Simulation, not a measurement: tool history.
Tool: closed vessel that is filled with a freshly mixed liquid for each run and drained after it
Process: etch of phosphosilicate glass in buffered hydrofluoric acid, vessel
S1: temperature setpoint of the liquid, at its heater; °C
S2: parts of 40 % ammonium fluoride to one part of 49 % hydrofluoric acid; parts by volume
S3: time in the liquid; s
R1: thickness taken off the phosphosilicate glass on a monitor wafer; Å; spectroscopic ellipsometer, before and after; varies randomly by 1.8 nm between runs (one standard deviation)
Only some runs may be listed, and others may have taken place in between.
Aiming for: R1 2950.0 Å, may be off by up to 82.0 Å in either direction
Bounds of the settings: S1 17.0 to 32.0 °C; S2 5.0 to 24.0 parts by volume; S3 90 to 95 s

{"run": 1, "hour": 0.0, "S1": 25.0, "S2": 14.5, "S3": 90, "R1": 4375.0}
{"run": 2, "hour": 1.1, "S1": 23.5, "S2": 14.5, "S3": 90, "R1": 4014.8}
{"run": 3, "hour": 5.5, "S1": 23.5, "S2": 14.5, "S3": 95, "R1": 4236.2}
{"run": 4, "hour": 14.0, "S1": 23.5, "S2": 12.0, "S3": 95, "R1": 5094.2}
{"run": 5, "hour": 19.6, "S1": 23.5, "S2": 15.0, "S3": 95, "R1": 4106.2}
{"run": 6, "hour": 22.6, "S1": 26.0, "S2": 15.0, "S3": 95, "R1": 4684.4}
{"run": 7, "hour": 23.6, "S1": 24.0, "S2": 15.0, "S3": 95, "R1": 4249.0}
{"run": 8, "hour": 29.8, "S1": 22.5, "S2": 15.0, "S3": 95, "R1": 3884.0}
{"run": 9, "hour": 35.6, "S1": 21.5, "S2": 15.0, "S3": 95, "R1": 3687.4}
{"run": 10, "hour": 40.3, "S1": 20.5, "S2": 15.0, "S3": 95, "R1": 3517.5}

Exercise: of the 4 proposed moves below, exactly one satisfies all targets within the stated allowed misses. Which move is it?
{"run": "A", "hour": 45.0, "S1": 17.0, "S2": 15.5, "S3": 95, "R1": "?"}
{"run": "B", "hour": 45.0, "S1": 17.0, "S2": 13.0, "S3": 90, "R1": "?"}
{"run": "C", "hour": 45.0, "S1": 18.5, "S2": 16.0, "S3": 95, "R1": "?"}
{"run": "D", "hour": 45.0, "S1": 18.5, "S2": 16.0, "S3": 90, "R1": "?"}

move=A R1=2784.0
move=B R1=3135.4
move=C R1=2938.8
move=D R1=2784.1
A: pushes the last run's worst result past its target
B: nearer the targets than the last run, but a result is still out of spec
C: every result lands within tolerance
D: pushes the last run's worst result past its target
The right move is C.
